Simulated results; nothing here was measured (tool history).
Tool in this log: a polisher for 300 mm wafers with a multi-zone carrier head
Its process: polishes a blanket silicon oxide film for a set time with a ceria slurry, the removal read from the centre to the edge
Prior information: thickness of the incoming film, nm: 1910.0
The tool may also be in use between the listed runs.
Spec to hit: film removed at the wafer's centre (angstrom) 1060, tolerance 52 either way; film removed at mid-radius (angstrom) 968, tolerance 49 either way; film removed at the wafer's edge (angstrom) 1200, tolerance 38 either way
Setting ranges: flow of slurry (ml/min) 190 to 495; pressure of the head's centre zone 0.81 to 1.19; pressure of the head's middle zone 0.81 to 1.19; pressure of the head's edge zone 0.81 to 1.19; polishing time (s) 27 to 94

run    day  flow of slurry (ml/min)  pressure of the head's centre zone  pressure of the head's middle zone  pressure of the head's edge zone  polishing time (s)  film removed at the wafer's centre (angstrom)  film removed at mid-radius (angstrom)  film removed at the wafer's edge (angstrom)
  1      0                      320                                   1                                   1                                 1                  60                                         1794.8                                 1834.8                                       1915.2
  2  0.138                      360                                   1                                   1                                 1                  60                                         1868.1                                 1911.7                                         1898
  3  0.367                      285                                   1                                   1                                 1                  60                                         1862.2                                 1822.5                                       1905.1
  4  0.458                      285                                   1                                0.94                                 1                  60                                         1822.9                                 1707.1                                       1922.6
  5  0.742                      280                                0.98                                0.91                              0.98                  51                                         1541.3                                 1454.8                                         1605
  6   1.05                      260                                0.96                                0.88                                 1                  45                                         1294.3                                 1240.3                                         1437
  7  1.112                      250                                0.96                                0.86                                 1                  42                                           1221                                   1100                                       1311.2
  8  1.421                      245                                0.94                                0.85                                 1                  41                                           1119                                 1063.8                                       1275.8
  9  1.483                      235                                0.94                                0.84                              0.99                  40                                         1094.9                                 1026.2                                       1224.5

Pick the move, out of 4, that brings all results within their allowed miss; only one does.
  A  1.546                      195                                0.88                                0.96                                 1                  40                                              ?                                      ?                                            ?
  B  1.546                      235                                0.97                                0.87                              1.09                  37                                              ?                                      ?                                            ?
  C  1.546                      210                                0.87                                   1                              0.98                  41                                              ?                                      ?                                            ?
  D  1.546                      190                                0.85                                0.84                              0.93                  43                                              ?                                      ?                                            ?

move  film removed at the wafer's centre (angstrom)  film removed at mid-radius (angstrom)  film removed at the wafer's edge (angstrom)
   A                                         1021.3                                 1127.3                                       1214.1
   B                                         1070.1                                 984.94                                       1195.5
   C                                         1047.8                                 1208.8                                       1241.4
   D                                         1055.2                                 1080.9                                       1259.3
A: the biggest miss grows against the last run
B: every result within its allowed miss
C: the biggest miss grows against the last run
D: the biggest miss grows against the last run
So the answer is move B, the one that meets all the targets.
